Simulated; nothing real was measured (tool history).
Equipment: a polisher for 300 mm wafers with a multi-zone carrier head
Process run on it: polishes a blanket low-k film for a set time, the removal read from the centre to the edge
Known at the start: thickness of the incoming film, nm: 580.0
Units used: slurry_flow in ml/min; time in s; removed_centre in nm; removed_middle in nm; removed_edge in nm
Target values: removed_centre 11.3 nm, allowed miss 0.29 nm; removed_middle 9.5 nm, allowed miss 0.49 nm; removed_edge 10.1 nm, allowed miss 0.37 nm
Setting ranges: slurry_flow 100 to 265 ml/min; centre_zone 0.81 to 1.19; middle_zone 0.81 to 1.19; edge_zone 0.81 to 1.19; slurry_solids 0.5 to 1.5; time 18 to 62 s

{"run": 1, "hour": 0.0, "slurry_flow": 170, "centre_zone": 1, "middle_zone": 1, "edge_zone": 1, "slurry_solids": 1, "time": 40, "removed_centre": 19.148, "removed_middle": 18.419, "removed_edge": 18.113}
{"run": 2, "hour": 4.6, "slurry_flow": 165, "centre_zone": 1, "middle_zone": 0.95, "edge_zone": 0.96, "slurry_solids": 0.85, "time": 36, "removed_centre": 15.674, "removed_middle": 14.938, "removed_edge": 14.094}
{"run": 3, "hour": 5.9, "slurry_flow": 150, "centre_zone": 1.01, "middle_zone": 0.9, "edge_zone": 1, "slurry_solids": 0.75, "time": 34, "removed_centre": 13.733, "removed_middle": 11.886, "removed_edge": 12.784}
{"run": 4, "hour": 11.3, "slurry_flow": 140, "centre_zone": 1, "middle_zone": 0.87, "edge_zone": 0.97, "slurry_solids": 0.7, "time": 34, "removed_centre": 12.516, "removed_middle": 11.109, "removed_edge": 11.569}
{"run": 5, "hour": 11.9, "slurry_flow": 140, "centre_zone": 1, "middle_zone": 0.87, "edge_zone": 0.9, "slurry_solids": 0.7, "time": 34, "removed_centre": 12.724, "removed_middle": 11.091, "removed_edge": 11.315}
{"run": 6, "hour": 14.6, "slurry_flow": 130, "centre_zone": 1, "middle_zone": 0.85, "edge_zone": 0.88, "slurry_solids": 0.7, "time": 34, "removed_centre": 12.403, "removed_middle": 10.749, "removed_edge": 11.015}
{"hour": 15.6, "done": "centre zone pressure recalibrated"}
{"run": 7, "hour": 15.6, "slurry_flow": 125, "centre_zone": 1, "middle_zone": 0.84, "edge_zone": 0.88, "slurry_solids": 0.65, "time": 34, "removed_centre": 10.829, "removed_middle": 9.7948, "removed_edge": 10.455}
{"run": 8, "hour": 22.6, "slurry_flow": 125, "centre_zone": 1, "middle_zone": 0.84, "edge_zone": 0.88, "slurry_solids": 0.65, "time": 34, "removed_centre": 10.98, "removed_middle": 9.7869, "removed_edge": 10.413}
{"run": 9, "hour": 26.1, "slurry_flow": 135, "centre_zone": 1.04, "middle_zone": 0.81, "edge_zone": 0.84, "slurry_solids": 0.6, "time": 34, "removed_centre": 10.881, "removed_middle": 9.3268, "removed_edge": 9.86}

Which single option among these 4 for the next run brings every result within its allowed miss of target? Just one does.
{"run": "A", "hour": 29.6, "slurry_flow": 130, "centre_zone": 1.12, "middle_zone": 0.86, "edge_zone": 0.95, "slurry_solids": 0.7, "time": 30, "removed_centre": "?", "removed_middle": "?", "removed_edge": "?"}
{"run": "B", "hour": 29.6, "slurry_flow": 110, "centre_zone": 1.06, "middle_zone": 0.82, "edge_zone": 0.82, "slurry_solids": 0.7, "time": 32, "removed_centre": "?", "removed_middle": "?", "removed_edge": "?"}
{"run": "C", "hour": 29.6, "slurry_flow": 100, "centre_zone": 1.06, "middle_zone": 0.88, "edge_zone": 0.87, "slurry_solids": 0.5, "time": 42, "removed_centre": "?", "removed_middle": "?", "removed_edge": "?"}
{"run": "D", "hour": 29.6, "slurry_flow": 200, "centre_zone": 0.94, "middle_zone": 0.89, "edge_zone": 0.81, "slurry_solids": 0.5, "time": 37, "removed_centre": "?", "removed_middle": "?", "removed_edge": "?"}

move=A removed_centre=11.228 removed_middle=9.588 removed_edge=9.929
move=B removed_centre=10.828 removed_middle=9.4479 removed_edge=9.5865
move=C removed_centre=10.673 removed_middle=9.8094 removed_edge=9.8402
move=D removed_centre=10.287 removed_middle=10.295 removed_edge=9.4489
A: meets every target
B: further off than the last run
C: further off than the last run
D: further off than the last run
Move A is the one to make.
